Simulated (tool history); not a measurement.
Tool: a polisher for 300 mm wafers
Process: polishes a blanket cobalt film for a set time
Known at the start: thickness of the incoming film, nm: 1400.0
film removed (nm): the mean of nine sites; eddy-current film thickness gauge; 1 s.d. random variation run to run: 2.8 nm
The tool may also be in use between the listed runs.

| run | hour | flow of slurry (ml/min) | pressure of the wafer on the pad (kPa) | speed of the pad under the wafer (m/s) | polishing time (s) | film removed (nm) |
|---|---|---|---|---|---|---|
| 1 | 0.0 | 175 | 15.2 | 0.92 | 31 | 131.81 |
| 2 | 6.7 | 145 | 15.2 | 0.92 | 31 | 128.68 |
| 3 | 11.6 | 180 | 15.2 | 0.92 | 31 | 134.49 |
| 4 | 14.2 | 185 | 16.5 | 0.92 | 31 | 146.83 |
| 5 | 15.4 | 185 | 16.5 | 0.72 | 31 | 118.42 |
| 6 | 23.8 | 185 | 18.6 | 0.74 | 31 | 133.48 |
| 7 | 27.8 | 190 | 20.0 | 0.76 | 31 | 147.44 |
|  | 35.1 | head pressure recalibrated |
| 8 | 35.1 | 195 | 21.4 | 0.78 | 31 | 170.14 |
| 9 | 36.9 | 200 | 22.1 | 0.78 | 31 | 171.95 |
| 10 | 39.7 | 200 | 22.8 | 0.80 | 31 | 191.79 |

Run 11 is up next; what results do you expect?
| 11 | 44.6 | 200 | 23.4 | 0.80 | 31 | ? |

Run 11 yielded film removed (nm) 188.80.
